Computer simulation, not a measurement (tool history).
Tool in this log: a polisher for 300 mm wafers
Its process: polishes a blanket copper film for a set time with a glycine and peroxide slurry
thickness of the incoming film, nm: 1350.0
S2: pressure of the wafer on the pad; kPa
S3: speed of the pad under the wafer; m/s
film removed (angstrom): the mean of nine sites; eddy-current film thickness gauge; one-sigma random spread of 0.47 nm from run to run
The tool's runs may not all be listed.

Run 1, hour 0: flow of slurry (ml/min) 300, S2 16.5 kPa, S3 1.12 m/s, polishing time (s) 21. Result: film removed (angstrom) 901.68.
Run 2, hour 8.7: flow of slurry (ml/min) 300, S2 20 kPa, S3 1.12 m/s, polishing time (s) 21. Result: film removed (angstrom) 1047.3.
Run 3, hour 11.7: flow of slurry (ml/min) 300, S2 23.4 kPa, S3 1.12 m/s, polishing time (s) 21. Result: film removed (angstrom) 1200.1.
Run 4, hour 13: flow of slurry (ml/min) 300, S2 20.7 kPa, S3 1.06 m/s, polishing time (s) 21. Result: film removed (angstrom) 1033.
Run 5, hour 17.5: flow of slurry (ml/min) 300, S2 18.6 kPa, S3 1.06 m/s, polishing time (s) 21. Result: film removed (angstrom) 958.19.
Run 6, hour 26.1: flow of slurry (ml/min) 300, S2 18.6 kPa, S3 1.06 m/s, polishing time (s) 21. Result: film removed (angstrom) 967.35.

The next listed run, before its measurement:
Run 7, hour 28.4: flow of slurry (ml/min) 300, S2 16.5 kPa, S3 1 m/s, polishing time (s) 21. Result: film removed (angstrom) ?.

film removed (angstrom): 834.88
